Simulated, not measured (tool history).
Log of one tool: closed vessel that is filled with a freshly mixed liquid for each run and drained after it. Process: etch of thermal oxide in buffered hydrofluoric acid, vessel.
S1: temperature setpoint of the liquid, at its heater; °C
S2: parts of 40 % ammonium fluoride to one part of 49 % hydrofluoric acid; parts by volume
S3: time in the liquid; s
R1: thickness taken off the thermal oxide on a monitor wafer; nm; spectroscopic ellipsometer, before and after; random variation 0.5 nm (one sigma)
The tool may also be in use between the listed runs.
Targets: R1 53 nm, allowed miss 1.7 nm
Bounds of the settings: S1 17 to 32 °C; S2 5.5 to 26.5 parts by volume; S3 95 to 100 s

Run 1, hour 0: S1 24 °C, S2 16 parts by volume, S3 95 s. Result: R1 62.081 nm.
Run 2, hour 8.3: S1 24 °C, S2 16 parts by volume, S3 100 s. Result: R1 65.87 nm.
Run 3, hour 16.8: S1 23.5 °C, S2 16 parts by volume, S3 100 s. Result: R1 63.283 nm.
Run 4, hour 20.5: S1 23 °C, S2 16 parts by volume, S3 100 s. Result: R1 62.353 nm.
Run 5, hour 22: S1 23 °C, S2 16 parts by volume, S3 100 s. Result: R1 60.828 nm.
Run 6, hour 26: S1 22.5 °C, S2 16 parts by volume, S3 100 s. Result: R1 61.064 nm.
Run 7, hour 33.4: S1 22 °C, S2 16 parts by volume, S3 100 s. Result: R1 57.313 nm.
Run 8, hour 37.6: S1 22 °C, S2 16 parts by volume, S3 100 s. Result: R1 58.684 nm.
Run 9, hour 46.2: S1 21.5 °C, S2 16 parts by volume, S3 100 s. Result: R1 57.237 nm.
Run 10, hour 54.2: S1 21 °C, S2 16 parts by volume, S3 100 s. Result: R1 56.406 nm.

5 next moves are on the table. One of them brings every result within its allowed miss. Which?
Run A, hour 62.2: S1 18.5 °C, S2 15 parts by volume, S3 95 s. Result: R1 ?.
Run B, hour 62.2: S1 21 °C, S2 16 parts by volume, S3 95 s. Result: R1 ?.
Run C, hour 62.2: S1 19 °C, S2 13 parts by volume, S3 95 s. Result: R1 ?.
Run D, hour 62.2: S1 18.5 °C, S2 15.5 parts by volume, S3 100 s. Result: R1 ?.
Run E, hour 62.2: S1 20 °C, S2 13.5 parts by volume, S3 95 s. Result: R1 ?.

move      R1
   A  47.579
   B  51.382
   C   56.33
   D  48.493
   E  57.423
A: takes the result that was furthest off past its target
B: meets every target
C: as far off as the last run
D: takes the result that was furthest off past its target
E: further off than the last run
Answer: B

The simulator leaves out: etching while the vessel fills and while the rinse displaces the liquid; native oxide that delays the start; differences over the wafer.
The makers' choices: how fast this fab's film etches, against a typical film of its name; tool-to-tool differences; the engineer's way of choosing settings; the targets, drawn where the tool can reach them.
